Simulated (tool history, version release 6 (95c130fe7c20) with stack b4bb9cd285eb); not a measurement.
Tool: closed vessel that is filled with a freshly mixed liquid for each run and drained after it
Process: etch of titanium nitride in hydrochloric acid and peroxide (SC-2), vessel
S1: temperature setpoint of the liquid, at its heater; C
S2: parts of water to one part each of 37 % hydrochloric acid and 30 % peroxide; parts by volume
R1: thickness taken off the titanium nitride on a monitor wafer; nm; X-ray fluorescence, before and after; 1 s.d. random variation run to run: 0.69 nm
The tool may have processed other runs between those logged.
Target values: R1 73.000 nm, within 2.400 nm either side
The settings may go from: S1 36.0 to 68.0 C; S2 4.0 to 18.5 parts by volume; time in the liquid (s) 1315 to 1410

Run 1, hour 0.0: S1 52.0 C, S2 10.5 parts by volume, time in the liquid (s) 1315. Result: R1 42.563 nm.
Run 2, hour 7.2: S1 53.0 C, S2 10.5 parts by volume, time in the liquid (s) 1315. Result: R1 45.528 nm.
Run 3, hour 11.7: S1 54.0 C, S2 10.5 parts by volume, time in the liquid (s) 1315. Result: R1 48.512 nm.
Run 4, hour 13.5: S1 55.0 C, S2 10.5 parts by volume, time in the liquid (s) 1315. Result: R1 51.304 nm.
Run 5, hour 19.8: S1 55.0 C, S2 10.5 parts by volume, time in the liquid (s) 1410. Result: R1 55.745 nm.
Run 6, hour 27.2: S1 57.5 C, S2 10.5 parts by volume, time in the liquid (s) 1410. Result: R1 65.755 nm.
Run 7, hour 36.1: S1 58.0 C, S2 10.5 parts by volume, time in the liquid (s) 1410. Result: R1 66.574 nm.
Run 8, hour 41.1: S1 58.0 C, S2 10.5 parts by volume, time in the liquid (s) 1410. Result: R1 68.065 nm.
Run 9, hour 42.5: S1 58.5 C, S2 10.5 parts by volume, time in the liquid (s) 1410. Result: R1 69.882 nm.

Exercise: of the 5 proposed moves below, exactly one satisfies all targets within the stated allowed misses. Which move is it?
Run A, hour 43.9: S1 59.0 C, S2 11.0 parts by volume, time in the liquid (s) 1325. Result: R1 ?.
Run B, hour 43.9: S1 58.0 C, S2 11.0 parts by volume, time in the liquid (s) 1410. Result: R1 ?.
Run C, hour 43.9: S1 60.0 C, S2 10.0 parts by volume, time in the liquid (s) 1390. Result: R1 ?.
Run D, hour 43.9: S1 63.0 C, S2 12.5 parts by volume, time in the liquid (s) 1315. Result: R1 ?.
Run E, hour 43.9: S1 57.0 C, S2 10.0 parts by volume, time in the liquid (s) 1410. Result: R1 ?.

move      R1
   A  65.122
   B  65.049
   C  78.816
   D  74.361
   E  66.121
A: moves away from the targets compared with the last run
B: moves away from the targets compared with the last run
C: moves the result that the last run missed by most past its target, out the other side
D: all results in spec
E: moves away from the targets compared with the last run
The move that meets every target is D.

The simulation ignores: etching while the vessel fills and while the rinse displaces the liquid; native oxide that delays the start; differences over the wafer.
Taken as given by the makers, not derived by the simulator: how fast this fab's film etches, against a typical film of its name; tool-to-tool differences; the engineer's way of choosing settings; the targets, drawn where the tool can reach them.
